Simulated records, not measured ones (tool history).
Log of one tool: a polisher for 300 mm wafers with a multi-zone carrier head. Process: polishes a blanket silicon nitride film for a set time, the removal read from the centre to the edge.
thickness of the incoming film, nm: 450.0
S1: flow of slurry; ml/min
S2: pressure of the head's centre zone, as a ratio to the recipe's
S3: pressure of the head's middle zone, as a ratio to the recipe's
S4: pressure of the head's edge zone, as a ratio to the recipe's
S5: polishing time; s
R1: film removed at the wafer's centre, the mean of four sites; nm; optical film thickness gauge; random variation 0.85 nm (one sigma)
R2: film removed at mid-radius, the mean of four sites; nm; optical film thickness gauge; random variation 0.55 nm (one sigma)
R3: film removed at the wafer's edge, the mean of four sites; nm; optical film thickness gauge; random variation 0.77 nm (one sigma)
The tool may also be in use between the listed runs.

run,hour,S1,S2,S3,S4,S5,R1,R2,R3
1,0,145,1,1,1,63,106.94,102.33,106.01
2,4.4,140,1.02,0.98,0.97,62,106.13,98.519,102.61
3,12.4,135,1.04,0.96,0.94,61,104.83,95.036,99.999
4,18.2,135,1.07,0.95,0.92,59,104.08,90.789,95.539
5,21.3,135,1.07,0.95,0.92,70,122.98,107.17,113.49
6,22.9,135,1.09,0.94,0.9,67,122.3,101.62,107.68
7,24.7,135,1.1,0.93,0.88,64,115.49,96.549,100.29

Run 8 comes next. What will it give?
8,31.7,130,1.11,0.91,0.87,62,?,?,?

Run 8 gave R1 113.47 nm, R2 89.9 nm, R3 97.515 nm.
